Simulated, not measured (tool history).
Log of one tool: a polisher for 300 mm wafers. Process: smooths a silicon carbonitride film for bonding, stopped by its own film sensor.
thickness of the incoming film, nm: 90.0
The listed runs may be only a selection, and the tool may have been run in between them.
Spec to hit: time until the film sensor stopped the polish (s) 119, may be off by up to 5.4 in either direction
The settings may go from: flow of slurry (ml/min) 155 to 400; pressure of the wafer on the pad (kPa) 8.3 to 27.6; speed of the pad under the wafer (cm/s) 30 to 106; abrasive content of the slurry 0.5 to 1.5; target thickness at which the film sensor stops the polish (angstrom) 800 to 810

run,hour,flow of slurry (ml/min),pressure of the wafer on the pad (kPa),speed of the pad under the wafer (cm/s),abrasive content of the slurry,target thickness at which the film sensor stops the polish (angstrom),time until the film sensor stopped the polish (s)
1,0,255,17.9,68,1,800,48.811
2,2.1,255,15.9,68,1,800,53.785
3,7.3,290,15.9,68,1,800,55.3
4,12.4,290,15.9,68,1,800,54.705
5,16.7,290,13.8,58,1,800,70.521
6,18.9,290,12.4,54,1,800,81.79
7,26.4,290,11,52,1,800,92.933
8,34.5,290,10.3,50,1,800,100.82

Which one of the following 5 next-run settings gets every result inside its allowed miss? There is exactly one.
A,42.6,285,9,40,1,800,?
B,42.6,300,8.3,52,1.05,800,?
C,42.6,275,10.3,48,0.8,810,?
D,42.6,295,9,48,1,810,?
E,42.6,290,13.8,32,1,800,?

move,time until the film sensor stopped the polish (s)
A,138.14
B,120.14
C,108.46
D,109.01
E,106.74
A: takes the biggest miss from the last run beyond its target
B: each result inside its tolerance
C: an improvement on the last run, though not all results are within tolerance
D: an improvement on the last run, though not all results are within tolerance
E: an improvement on the last run, though not all results are within tolerance
Go with B: it meets all targets.
